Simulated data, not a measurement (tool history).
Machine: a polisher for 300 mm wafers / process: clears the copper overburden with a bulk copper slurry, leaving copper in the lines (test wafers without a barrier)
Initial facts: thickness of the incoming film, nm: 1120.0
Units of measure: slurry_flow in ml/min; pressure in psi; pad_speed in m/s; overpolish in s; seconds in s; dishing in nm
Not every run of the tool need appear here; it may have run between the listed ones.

{"run": 1, "hour": 0.0, "slurry_flow": 235, "pressure": 3.0, "pad_speed": 1.38, "slurry_solids": 1.0, "overpolish": 20, "seconds": 72.505, "dishing": 101.11}
{"run": 2, "hour": 4.6, "slurry_flow": 235, "pressure": 3.6, "pad_speed": 1.38, "slurry_solids": 1.0, "overpolish": 20, "seconds": 63.454, "dishing": 115.87}
{"run": 3, "hour": 6.9, "slurry_flow": 235, "pressure": 3.6, "pad_speed": 1.38, "slurry_solids": 1.0, "overpolish": 23, "seconds": 61.216, "dishing": 114.3}
{"run": 4, "hour": 10.7, "slurry_flow": 235, "pressure": 3.1, "pad_speed": 1.4, "slurry_solids": 1.0, "overpolish": 20, "seconds": 66.092, "dishing": 106.16}
{"run": 5, "hour": 18.1, "slurry_flow": 235, "pressure": 3.1, "pad_speed": 1.4, "slurry_solids": 0.8, "overpolish": 20, "seconds": 74.267, "dishing": 103.79}
{"run": 6, "hour": 18.8, "slurry_flow": 235, "pressure": 2.7, "pad_speed": 1.38, "slurry_solids": 0.8, "overpolish": 18, "seconds": 84.023, "dishing": 89.721}

What does the tool deliver on the next run?
{"run": 7, "hour": 24.0, "slurry_flow": 235, "pressure": 2.5, "pad_speed": 1.36, "slurry_solids": 0.8, "overpolish": 18, "seconds": "?", "dishing": "?"}

{"run 7": {"seconds": 92.149, "dishing": 89.405}}
